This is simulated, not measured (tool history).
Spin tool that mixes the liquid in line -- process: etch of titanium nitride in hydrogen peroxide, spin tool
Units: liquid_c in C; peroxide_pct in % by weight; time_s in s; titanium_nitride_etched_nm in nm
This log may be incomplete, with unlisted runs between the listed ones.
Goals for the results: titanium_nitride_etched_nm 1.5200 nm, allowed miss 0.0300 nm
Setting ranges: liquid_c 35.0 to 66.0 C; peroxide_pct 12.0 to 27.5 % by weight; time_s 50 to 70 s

Run 1, hour 0.0: liquid_c 51.0 C, peroxide_pct 18.5 % by weight, time_s 70 s. Result: titanium_nitride_etched_nm 3.2497 nm.
Run 2, hour 6.9: liquid_c 51.0 C, peroxide_pct 18.5 % by weight, time_s 70 s. Result: titanium_nitride_etched_nm 3.2532 nm.
Run 3, hour 11.9: liquid_c 54.0 C, peroxide_pct 18.5 % by weight, time_s 70 s. Result: titanium_nitride_etched_nm 3.9735 nm.
Run 4, hour 15.9: liquid_c 52.0 C, peroxide_pct 18.5 % by weight, time_s 70 s. Result: titanium_nitride_etched_nm 3.4488 nm.
Run 5, hour 18.6: liquid_c 47.0 C, peroxide_pct 18.5 % by weight, time_s 70 s. Result: titanium_nitride_etched_nm 2.4113 nm.
Run 6, hour 26.7: liquid_c 42.0 C, peroxide_pct 18.5 % by weight, time_s 70 s. Result: titanium_nitride_etched_nm 1.6513 nm.
Run 7, hour 34.4: liquid_c 41.5 C, peroxide_pct 18.5 % by weight, time_s 70 s. Result: titanium_nitride_etched_nm 1.5770 nm.
Run 8, hour 41.0: liquid_c 41.5 C, peroxide_pct 18.5 % by weight, time_s 70 s. Result: titanium_nitride_etched_nm 1.6046 nm.

4 next moves are on the table. One of them brings every result within its allowed miss. Which?
Run A, hour 47.6: liquid_c 40.0 C, peroxide_pct 22.0 % by weight, time_s 70 s. Result: titanium_nitride_etched_nm ?.
Run B, hour 47.6: liquid_c 40.5 C, peroxide_pct 18.0 % by weight, time_s 70 s. Result: titanium_nitride_etched_nm ?.
Run C, hour 47.6: liquid_c 41.0 C, peroxide_pct 17.5 % by weight, time_s 70 s. Result: titanium_nitride_etched_nm ?.
Run D, hour 47.6: liquid_c 42.5 C, peroxide_pct 19.0 % by weight, time_s 70 s. Result: titanium_nitride_etched_nm ?.

move  titanium_nitride_etched_nm
   A                      1.4770
   B                      1.4708
   C                      1.5197
   D                      1.7355
A: takes the biggest miss from the last run beyond its target
B: takes the biggest miss from the last run beyond its target
C: each result inside its tolerance
D: the biggest miss grows against the last run
The right move is C.
